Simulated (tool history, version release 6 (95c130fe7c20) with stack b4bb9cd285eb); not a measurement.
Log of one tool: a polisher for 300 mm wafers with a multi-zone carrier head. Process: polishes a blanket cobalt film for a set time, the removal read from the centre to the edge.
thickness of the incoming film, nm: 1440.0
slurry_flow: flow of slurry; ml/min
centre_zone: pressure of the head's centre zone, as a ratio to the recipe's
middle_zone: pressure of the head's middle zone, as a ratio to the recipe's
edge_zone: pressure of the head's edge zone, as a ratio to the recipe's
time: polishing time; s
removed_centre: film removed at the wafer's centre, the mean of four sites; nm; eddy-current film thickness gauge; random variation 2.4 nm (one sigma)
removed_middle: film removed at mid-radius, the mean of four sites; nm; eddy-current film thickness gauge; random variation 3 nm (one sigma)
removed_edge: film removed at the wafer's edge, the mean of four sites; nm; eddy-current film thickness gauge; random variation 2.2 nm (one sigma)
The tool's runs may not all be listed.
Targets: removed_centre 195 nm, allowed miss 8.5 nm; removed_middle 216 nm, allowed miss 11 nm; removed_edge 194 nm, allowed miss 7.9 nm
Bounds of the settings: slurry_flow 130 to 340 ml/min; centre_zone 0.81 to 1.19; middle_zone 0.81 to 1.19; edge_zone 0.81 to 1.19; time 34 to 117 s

Run 1, hour 0: slurry_flow 220 ml/min, centre_zone 1, middle_zone 1, edge_zone 1, time 75 s. Result: removed_centre 273.64 nm, removed_middle 279.3 nm, removed_edge 270.51 nm.
Run 2, hour 6.5: slurry_flow 175 ml/min, centre_zone 1, middle_zone 1, edge_zone 1, time 75 s. Result: removed_centre 260.53 nm, removed_middle 261.14 nm, removed_edge 261.4 nm.
Run 3, hour 11.6: slurry_flow 175 ml/min, centre_zone 0.97, middle_zone 1, edge_zone 1, time 75 s. Result: removed_centre 250.6 nm, removed_middle 261.35 nm, removed_edge 258.28 nm.
Run 4, hour 12.4: slurry_flow 175 ml/min, centre_zone 0.97, middle_zone 0.92, edge_zone 1, time 75 s. Result: removed_centre 248.78 nm, removed_middle 245.53 nm, removed_edge 253.7 nm.
Run 5, hour 17.7: slurry_flow 185 ml/min, centre_zone 0.95, middle_zone 0.93, edge_zone 0.95, time 71 s. Result: removed_centre 232.5 nm, removed_middle 240.95 nm, removed_edge 244.16 nm.
Run 6, hour 19.7: slurry_flow 185 ml/min, centre_zone 0.9, middle_zone 0.93, edge_zone 0.95, time 71 s. Result: removed_centre 224.4 nm, removed_middle 241.3 nm, removed_edge 244.75 nm.
Run 7, hour 22.3: slurry_flow 185 ml/min, centre_zone 0.92, middle_zone 0.96, edge_zone 0.91, time 66 s. Result: removed_centre 210.43 nm, removed_middle 225.59 nm, removed_edge 219.36 nm.
Run 8, hour 23: slurry_flow 185 ml/min, centre_zone 0.92, middle_zone 0.96, edge_zone 0.91, time 66 s. Result: removed_centre 211.89 nm, removed_middle 225.56 nm, removed_edge 217.67 nm.
Run 9, hour 25.7: slurry_flow 175 ml/min, centre_zone 0.91, middle_zone 0.97, edge_zone 0.88, time 65 s. Result: removed_centre 207.49 nm, removed_middle 222.75 nm, removed_edge 218.8 nm.
Run 10, hour 27: slurry_flow 220 ml/min, centre_zone 0.95, middle_zone 1.06, edge_zone 0.88, time 54 s. Result: removed_centre 184.57 nm, removed_middle 207.72 nm, removed_edge 182.32 nm.

Which of these 4 next moves meets every target?
Run A, hour 28.3: slurry_flow 165 ml/min, centre_zone 0.9, middle_zone 1.14, edge_zone 1.03, time 56 s. Result: removed_centre ?, removed_middle ?, removed_edge ?.
Run B, hour 28.3: slurry_flow 235 ml/min, centre_zone 0.91, middle_zone 1, edge_zone 0.81, time 59 s. Result: removed_centre ?, removed_middle ?, removed_edge ?.
Run C, hour 28.3: slurry_flow 195 ml/min, centre_zone 0.86, middle_zone 1.18, edge_zone 0.86, time 58 s. Result: removed_centre ?, removed_middle ?, removed_edge ?.
Run D, hour 28.3: slurry_flow 235 ml/min, centre_zone 1, middle_zone 1.12, edge_zone 0.83, time 53 s. Result: removed_centre ?, removed_middle ?, removed_edge ?.

move  removed_centre  removed_middle  removed_edge
   A          174.18          219.17         193.6
   B          197.88          218.98        194.71
   C          178.74          241.24        191.14
   D          194.97          216.54        176.16
A: brings the result that was furthest off to its target, and leaves another outside
B: meets every target
C: brings the result that was furthest off to its target, and leaves another outside
D: further off than the last run
Answer: B
